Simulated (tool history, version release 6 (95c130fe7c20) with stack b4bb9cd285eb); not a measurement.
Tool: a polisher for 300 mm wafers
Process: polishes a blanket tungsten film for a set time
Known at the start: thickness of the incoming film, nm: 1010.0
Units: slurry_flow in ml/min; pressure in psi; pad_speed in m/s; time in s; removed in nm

| run | day | slurry_flow | pressure | pad_speed | slurry_solids | time | removed |
|---|---|---|---|---|---|---|---|
| 1 | 0.000 | 130 | 3.1 | 1.28 | 1.0 | 26 | 124.79 |
| 2 | 0.342 | 130 | 3.1 | 1.28 | 1.1 | 26 | 127.47 |
| 3 | 0.708 | 130 | 3.6 | 1.28 | 1.1 | 26 | 146.13 |
| 4 | 0.829 | 130 | 3.4 | 1.28 | 1.1 | 26 | 139.35 |
| 5 | 1.075 | 130 | 3.4 | 1.28 | 1.1 | 23 | 123.67 |
| 6 | 1.146 | 130 | 3.3 | 1.28 | 1.1 | 23 | 120.41 |
| 7 | 1.483 | 130 | 3.2 | 1.28 | 1.1 | 23 | 116.17 |
| 8 | 1.508 | 130 | 3.1 | 1.28 | 1.1 | 23 | 111.80 |
| 9 | 1.721 | 130 | 3.0 | 1.28 | 1.1 | 23 | 109.21 |

The next listed run, before its measurement:
| 10 | 1.829 | 130 | 2.9 | 1.28 | 1.1 | 23 | ? |

removed: 104.57 nm

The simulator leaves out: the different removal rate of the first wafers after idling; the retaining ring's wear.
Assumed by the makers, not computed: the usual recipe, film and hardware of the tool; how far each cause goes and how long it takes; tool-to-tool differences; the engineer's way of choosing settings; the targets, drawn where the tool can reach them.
